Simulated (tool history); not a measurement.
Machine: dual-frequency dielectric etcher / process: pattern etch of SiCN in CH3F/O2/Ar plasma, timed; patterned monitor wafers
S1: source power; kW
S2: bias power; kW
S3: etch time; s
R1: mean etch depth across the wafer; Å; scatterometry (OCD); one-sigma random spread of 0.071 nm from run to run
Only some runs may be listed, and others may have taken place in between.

| run | hour | S1 | S2 | S3 | R1 |
|---|---|---|---|---|---|
| 1 | 0.0 | 0.520 | 0.082 | 59.0 | 257.11 |
| 2 | 0.9 | 0.490 | 0.080 | 58.5 | 245.03 |
| 3 | 6.8 | 0.470 | 0.079 | 58.5 | 239.48 |
| 4 | 8.8 | 0.450 | 0.078 | 58.5 | 232.58 |
| 5 | 15.6 | 0.360 | 0.078 | 58.5 | 205.66 |
| 6 | 18.3 | 0.440 | 0.078 | 58.5 | 227.55 |
| 7 | 19.7 | 0.430 | 0.078 | 58.5 | 227.57 |
| 8 | 27.1 | 0.360 | 0.073 | 58.0 | 196.38 |
| 9 | 30.9 | 0.370 | 0.073 | 58.0 | 199.34 |
| 10 | 36.0 | 0.380 | 0.073 | 58.0 | 202.38 |
|  | 42.9 | wet clean of the chamber |
| 11 | 42.9 | 0.390 | 0.073 | 58.0 | 197.62 |
| 12 | 46.0 | 0.400 | 0.073 | 58.0 | 199.30 |
| 13 | 54.3 | 0.410 | 0.073 | 58.0 | 203.14 |

The next listed run, before its measurement:
| 14 | 57.9 | 0.420 | 0.073 | 58.0 | ? |

For run 14 the tool returned R1 206.64 Å.
